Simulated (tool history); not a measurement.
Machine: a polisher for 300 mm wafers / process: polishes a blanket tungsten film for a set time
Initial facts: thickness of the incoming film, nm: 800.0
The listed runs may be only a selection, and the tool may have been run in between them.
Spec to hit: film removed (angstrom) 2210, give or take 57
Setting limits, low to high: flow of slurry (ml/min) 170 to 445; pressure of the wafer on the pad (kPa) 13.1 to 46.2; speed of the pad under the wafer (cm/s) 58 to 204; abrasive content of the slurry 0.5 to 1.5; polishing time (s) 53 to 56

run	hour	flow of slurry (ml/min)	pressure of the wafer on the pad (kPa)	speed of the pad under the wafer (cm/s)	abrasive content of the slurry	polishing time (s)	film removed (angstrom)
1	0	285	29.6	130	1	53	3215.9
2	1.9	285	29.6	130	1.1	53	3257.6
3	6	280	26.2	130	1.1	53	2882
4	8.6	280	26.2	142	1.1	53	3105.3
5	15.3	275	23.4	142	1.1	53	2823.4
6	20.2	275	23.4	142	0.9	53	2663.8
7	26.7	270	22.1	142	0.9	53	2524.4
8	28	265	20.7	142	0.9	53	2353
9	36.2	250	20.7	142	0.9	53	2321.3
10	44.2	240	20.7	142	0.9	53	2337.5

Which single option among these 5 for the next run brings every result within its allowed miss of target? Just one does.
A	52.2	225	20	140	0.95	53	?
B	52.2	235	20.7	146	0.85	53	?
C	52.2	225	21.4	144	0.9	53	?
D	52.2	240	19.3	156	0.9	53	?
E	52.2	310	22.1	118	0.85	56	?

move	film removed (angstrom)
A	2228.9
B	2337.9
C	2401.8
D	2345.7
E	2287.4
A: meets every target
B: just as far off the targets as the last run
C: its largest miss is bigger than the last run's
D: its largest miss is bigger than the last run's
E: nearer than the last run, and not there yet
A meets every target.
